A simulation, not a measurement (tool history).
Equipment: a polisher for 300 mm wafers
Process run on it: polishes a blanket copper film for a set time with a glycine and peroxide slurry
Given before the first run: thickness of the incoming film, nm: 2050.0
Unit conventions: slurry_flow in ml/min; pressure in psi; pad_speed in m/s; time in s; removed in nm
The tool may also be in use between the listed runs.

Run 1, hour 0: slurry_flow 200 ml/min, pressure 2.1 psi, pad_speed 1.08 m/s, time 48 s. Result: removed 223.09 nm.
Run 2, hour 2.5: slurry_flow 200 ml/min, pressure 2.1 psi, pad_speed 1.18 m/s, time 48 s. Result: removed 236.48 nm.
Run 3, hour 9.8: slurry_flow 200 ml/min, pressure 2.1 psi, pad_speed 1.44 m/s, time 48 s. Result: removed 271.7 nm.
Run 4, hour 11.4: slurry_flow 200 ml/min, pressure 2.1 psi, pad_speed 1.44 m/s, time 48 s. Result: removed 270.59 nm.
Run 5, hour 13.3: slurry_flow 200 ml/min, pressure 2.3 psi, pad_speed 1.46 m/s, time 48 s. Result: removed 290.65 nm.
Run 6, hour 17.6: slurry_flow 200 ml/min, pressure 2.3 psi, pad_speed 1.6 m/s, time 48 s. Result: removed 304.83 nm.
Run 7, hour 23.3: slurry_flow 200 ml/min, pressure 2.4 psi, pad_speed 1.62 m/s, time 48 s. Result: removed 317.77 nm.
Run 8, hour 31.4: slurry_flow 200 ml/min, pressure 2.4 psi, pad_speed 1.62 m/s, time 48 s. Result: removed 323.33 nm.

Run 9 comes next. What will it give?
Run 9, hour 37.6: slurry_flow 200 ml/min, pressure 2.5 psi, pad_speed 1.62 m/s, time 48 s. Result: removed ?.

{"run 9": {"removed": 318.46}}
